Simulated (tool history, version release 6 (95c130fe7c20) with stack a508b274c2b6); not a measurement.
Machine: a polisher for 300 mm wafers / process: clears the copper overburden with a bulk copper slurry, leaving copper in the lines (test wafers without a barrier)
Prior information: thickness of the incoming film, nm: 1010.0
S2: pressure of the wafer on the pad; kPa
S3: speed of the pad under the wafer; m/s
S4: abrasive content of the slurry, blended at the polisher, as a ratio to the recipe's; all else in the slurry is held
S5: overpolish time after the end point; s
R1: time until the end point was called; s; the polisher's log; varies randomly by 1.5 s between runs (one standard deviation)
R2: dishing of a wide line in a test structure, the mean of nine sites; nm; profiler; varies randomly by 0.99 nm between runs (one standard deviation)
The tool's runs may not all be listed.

{"run": 1, "hour": 0.0, "flow of slurry (ml/min)": 165, "S2": 20.7, "S3": 1.16, "S4": 1, "S5": 26, "R1": 86.893, "R2": 123.3}
{"run": 2, "hour": 8.0, "flow of slurry (ml/min)": 165, "S2": 19.3, "S3": 1.22, "S4": 1, "S5": 22, "R1": 89.15, "R2": 115.97}
{"run": 3, "hour": 11.4, "flow of slurry (ml/min)": 180, "S2": 17.2, "S3": 1.28, "S4": 1.1, "S5": 19, "R1": 91.714, "R2": 101.41}
{"run": 4, "hour": 13.6, "flow of slurry (ml/min)": 150, "S2": 17.2, "S3": 1.28, "S4": 1.1, "S5": 19, "R1": 97.331, "R2": 100.62}
{"run": 5, "hour": 19.6, "flow of slurry (ml/min)": 150, "S2": 17.2, "S3": 1.54, "S4": 1.1, "S5": 19, "R1": 78.191, "R2": 108.62}
{"run": 6, "hour": 20.3, "flow of slurry (ml/min)": 150, "S2": 17.2, "S3": 1.32, "S4": 1.1, "S5": 19, "R1": 89.743, "R2": 102.49}
{"run": 7, "hour": 28.8, "flow of slurry (ml/min)": 150, "S2": 16.5, "S3": 1.34, "S4": 1.15, "S5": 17, "R1": 91.058, "R2": 96.731}

Run 8 is up next; what results do you expect?
{"run": 8, "hour": 29.8, "flow of slurry (ml/min)": 150, "S2": 15.9, "S3": 1.34, "S4": 1.2, "S5": 16, "R1": "?", "R2": "?"}

R1: 94.832 s
R2: 88.08 nm

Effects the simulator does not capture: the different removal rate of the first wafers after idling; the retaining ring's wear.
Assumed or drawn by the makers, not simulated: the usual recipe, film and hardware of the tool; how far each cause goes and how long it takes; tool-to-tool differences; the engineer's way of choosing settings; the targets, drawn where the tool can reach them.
